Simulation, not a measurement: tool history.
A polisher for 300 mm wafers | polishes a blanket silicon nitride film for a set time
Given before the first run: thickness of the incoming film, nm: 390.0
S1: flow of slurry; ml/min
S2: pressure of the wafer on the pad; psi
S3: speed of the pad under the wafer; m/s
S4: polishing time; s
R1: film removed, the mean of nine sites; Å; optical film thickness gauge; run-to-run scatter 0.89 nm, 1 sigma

run	hour	S1	S2	S3	S4	R1
1	0	275	3.4	1.34	80	1690.6
2	2.3	245	3.4	1.34	80	1700.1
3	6.3	245	3.4	1.34	80	1655.3
4	14	240	3.2	1.34	80	1576.2
5	17.7	240	3	1.34	80	1476.7
6	22.8	240	2.9	1.34	80	1433.1
7	27.2	240	2.8	1.34	80	1386.2
8	33.6	240	2.7	1.34	80	1337.5
9	37.7	240	2.6	1.34	80	1297.8

Run 10 comes next. What will it give?
10	44.5	240	2.5	1.34	80	?

Run 10 measured R1 1247.9 Å.
